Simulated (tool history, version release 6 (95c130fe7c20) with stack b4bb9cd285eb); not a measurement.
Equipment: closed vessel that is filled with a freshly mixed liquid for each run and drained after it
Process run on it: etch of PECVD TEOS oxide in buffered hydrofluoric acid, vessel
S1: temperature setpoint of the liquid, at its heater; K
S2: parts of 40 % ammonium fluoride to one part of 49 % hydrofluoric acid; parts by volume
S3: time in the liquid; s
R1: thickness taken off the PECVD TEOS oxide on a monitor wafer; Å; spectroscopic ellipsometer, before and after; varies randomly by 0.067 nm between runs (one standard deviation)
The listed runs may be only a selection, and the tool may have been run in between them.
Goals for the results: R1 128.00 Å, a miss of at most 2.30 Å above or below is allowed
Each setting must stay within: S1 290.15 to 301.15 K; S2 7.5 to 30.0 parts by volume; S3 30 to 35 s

Run 1, hour 0.0: S1 293.15 K, S2 20.5 parts by volume, S3 35 s. Result: R1 231.31 Å.
Run 2, hour 7.6: S1 293.15 K, S2 20.5 parts by volume, S3 30 s. Result: R1 200.08 Å.
Run 3, hour 11.0: S1 295.15 K, S2 20.5 parts by volume, S3 30 s. Result: R1 222.46 Å.
Run 4, hour 17.9: S1 294.15 K, S2 22.0 parts by volume, S3 30 s. Result: R1 197.41 Å.
Run 5, hour 23.2: S1 290.65 K, S2 22.0 parts by volume, S3 30 s. Result: R1 162.82 Å.
Run 6, hour 28.1: S1 290.65 K, S2 23.0 parts by volume, S3 30 s. Result: R1 159.68 Å.
Run 7, hour 36.7: S1 290.65 K, S2 24.0 parts by volume, S3 30 s. Result: R1 155.11 Å.
Run 8, hour 42.1: S1 290.65 K, S2 25.0 parts by volume, S3 30 s. Result: R1 149.17 Å.
Run 9, hour 48.3: S1 290.15 K, S2 28.5 parts by volume, S3 30 s. Result: R1 133.25 Å.
Run 10, hour 54.9: S1 290.15 K, S2 29.0 parts by volume, S3 30 s. Result: R1 132.59 Å.

Of the 5 settings listed for the next run, only one would bring every result within its allowed miss of target. Which one?
Run A, hour 61.5: S1 290.15 K, S2 28.5 parts by volume, S3 30 s. Result: R1 ?.
Run B, hour 61.5: S1 291.15 K, S2 30.0 parts by volume, S3 30 s. Result: R1 ?.
Run C, hour 61.5: S1 290.15 K, S2 28.0 parts by volume, S3 30 s. Result: R1 ?.
Run D, hour 61.5: S1 290.65 K, S2 29.0 parts by volume, S3 30 s. Result: R1 ?.
Run E, hour 61.5: S1 290.15 K, S2 30.0 parts by volume, S3 30 s. Result: R1 ?.

move      R1
   A  133.61
   B  136.54
   C  135.26
   D  135.85
   E  128.94
A: moves away from the targets compared with the last run
B: moves away from the targets compared with the last run
C: moves away from the targets compared with the last run
D: moves away from the targets compared with the last run
E: all results in spec
E meets every target.
